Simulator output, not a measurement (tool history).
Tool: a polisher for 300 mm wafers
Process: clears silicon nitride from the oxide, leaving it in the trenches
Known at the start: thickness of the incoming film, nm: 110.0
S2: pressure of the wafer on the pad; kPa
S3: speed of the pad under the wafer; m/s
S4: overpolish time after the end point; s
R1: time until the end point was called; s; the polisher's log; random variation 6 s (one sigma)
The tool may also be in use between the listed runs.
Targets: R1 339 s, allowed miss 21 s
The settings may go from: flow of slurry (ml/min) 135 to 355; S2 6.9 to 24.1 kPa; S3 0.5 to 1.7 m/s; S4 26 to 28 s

{"run": 1, "day": 0.0, "flow of slurry (ml/min)": 225, "S2": 15.2, "S3": 1.1, "S4": 26, "R1": 140.52}
{"run": 2, "day": 0.112, "flow of slurry (ml/min)": 260, "S2": 15.2, "S3": 1.1, "S4": 26, "R1": 142.3}
{"run": 3, "day": 0.442, "flow of slurry (ml/min)": 235, "S2": 15.2, "S3": 1.1, "S4": 26, "R1": 146.17}
{"run": 4, "day": 0.6, "flow of slurry (ml/min)": 235, "S2": 15.2, "S3": 1.2, "S4": 26, "R1": 129.97}
{"run": 5, "day": 0.938, "flow of slurry (ml/min)": 235, "S2": 13.8, "S3": 1.12, "S4": 26, "R1": 153.66}
{"run": 6, "day": 1.154, "flow of slurry (ml/min)": 235, "S2": 13.8, "S3": 1, "S4": 26, "R1": 171.55}
{"run": 7, "day": 1.212, "flow of slurry (ml/min)": 235, "S2": 12.4, "S3": 0.96, "S4": 26, "R1": 190.66}
{"run": 8, "day": 1.533, "flow of slurry (ml/min)": 235, "S2": 11.7, "S3": 0.92, "S4": 26, "R1": 209.22}
{"run": 9, "day": 1.775, "flow of slurry (ml/min)": 235, "S2": 11, "S3": 0.88, "S4": 26, "R1": 244.64}
{"run": 10, "day": 1.921, "flow of slurry (ml/min)": 235, "S2": 10.3, "S3": 0.88, "S4": 26, "R1": 255.01}
{"run": 11, "day": 2.05, "flow of slurry (ml/min)": 235, "S2": 9.7, "S3": 0.88, "S4": 26, "R1": 273.27}
{"run": 12, "day": 2.1, "flow of slurry (ml/min)": 235, "S2": 6.9, "S3": 0.86, "S4": 26, "R1": 385.21}

Which of these 4 next moves meets every target?
{"run": "A", "day": 2.15, "flow of slurry (ml/min)": 245, "S2": 10.3, "S3": 0.8, "S4": 26, "R1": "?"}
{"run": "B", "day": 2.15, "flow of slurry (ml/min)": 290, "S2": 7.6, "S3": 0.86, "S4": 28, "R1": "?"}
{"run": "C", "day": 2.15, "flow of slurry (ml/min)": 135, "S2": 10.3, "S3": 0.56, "S4": 26, "R1": "?"}
{"run": "D", "day": 2.15, "flow of slurry (ml/min)": 280, "S2": 11, "S3": 0.72, "S4": 26, "R1": "?"}

move=A R1=281.83
move=B R1=346.58
move=C R1=438.25
move=D R1=288.76
A: takes the result that was furthest off past its target
B: meets every target
C: further off than the last run
D: takes the result that was furthest off past its target
Answer: B
